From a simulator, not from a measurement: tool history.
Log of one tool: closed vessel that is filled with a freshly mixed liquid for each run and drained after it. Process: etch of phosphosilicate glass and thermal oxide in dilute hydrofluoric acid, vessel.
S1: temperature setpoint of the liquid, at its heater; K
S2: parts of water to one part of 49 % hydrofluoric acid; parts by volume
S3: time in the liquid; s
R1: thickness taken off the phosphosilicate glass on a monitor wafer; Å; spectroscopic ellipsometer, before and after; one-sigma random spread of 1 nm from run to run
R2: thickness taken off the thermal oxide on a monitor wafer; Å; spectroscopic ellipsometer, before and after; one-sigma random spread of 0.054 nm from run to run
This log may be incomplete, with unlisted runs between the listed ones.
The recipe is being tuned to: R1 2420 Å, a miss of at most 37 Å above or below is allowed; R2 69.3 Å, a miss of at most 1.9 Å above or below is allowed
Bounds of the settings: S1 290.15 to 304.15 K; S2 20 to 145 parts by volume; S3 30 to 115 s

run  hour      S1  S2  S3      R1      R2
  1     0  296.15  80  60  1137.3  32.531
  2   8.1  294.15  80  60  1047.6  30.146
  3  15.9  297.15  70  60  1369.8  39.147
  4  16.8  299.65  70  60  1507.9  43.909
  5  20.9  302.65  70  60    1682  49.083
  6  26.6  302.65  45  60  2741.5  79.221
  7  35.4  301.65  45  60  2640.3  76.525
  8    39  301.15  45  60  2568.4  73.956
  9  43.5  300.65  45  60  2533.6  72.689
 10  49.5  300.15  45  60  2497.3  70.519

Which of these 4 next moves meets every target?
  A  55.5  300.65  45  55   ?   ?
  B  55.5  294.65  20  30   ?   ?
  C  55.5  299.65  40  55   ?   ?
  D  55.5  298.65  40  55   ?   ?

move      R1      R2
   A  2320.1  67.233
   B  2295.4  66.516
   C  2524.8  73.164
   D  2423.7  70.235
A: carries the result that was furthest off beyond its target, to the other side
B: carries the result that was furthest off beyond its target, to the other side
C: lands further from the targets than the last run did
D: in spec on every target
Correct choice: D, which meets every target
